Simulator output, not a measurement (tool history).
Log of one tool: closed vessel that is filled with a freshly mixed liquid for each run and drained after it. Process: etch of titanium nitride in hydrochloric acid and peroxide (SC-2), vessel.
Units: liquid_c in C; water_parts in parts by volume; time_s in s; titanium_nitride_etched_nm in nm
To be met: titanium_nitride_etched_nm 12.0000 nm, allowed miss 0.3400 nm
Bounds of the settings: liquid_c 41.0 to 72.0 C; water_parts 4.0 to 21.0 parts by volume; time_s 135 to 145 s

run	day	liquid_c	water_parts	time_s	titanium_nitride_etched_nm
1	0.000	57.0	11.5	135	8.5293
2	0.067	58.0	11.5	135	9.1821
3	0.250	59.0	11.5	135	9.6584
4	0.554	59.5	11.5	135	10.1600
5	0.629	59.5	15.0	135	7.8541
6	0.771	61.0	15.0	135	8.7434
7	0.879	62.0	15.0	135	9.1362
8	1.033	63.0	15.0	135	9.9047
9	1.371	63.5	15.0	135	10.2550
10	1.525	64.0	15.0	135	10.6010
11	1.638	64.5	15.0	135	10.7600
12	1.788	65.0	15.0	135	11.2240
13	1.883	65.5	15.0	135	11.4550

4 next moves are on the table. One of them brings every result within its allowed miss. Which?
A	1.979	65.5	16.0	140	?
B	1.979	62.5	14.0	145	?
C	1.979	64.5	14.5	145	?
D	1.979	65.5	16.5	135	?

move	titanium_nitride_etched_nm
A	11.3670
B	11.0210
C	12.0840
D	10.6640
A: further off than the last run
B: further off than the last run
C: meets every target
D: further off than the last run
Move C is the one to make.

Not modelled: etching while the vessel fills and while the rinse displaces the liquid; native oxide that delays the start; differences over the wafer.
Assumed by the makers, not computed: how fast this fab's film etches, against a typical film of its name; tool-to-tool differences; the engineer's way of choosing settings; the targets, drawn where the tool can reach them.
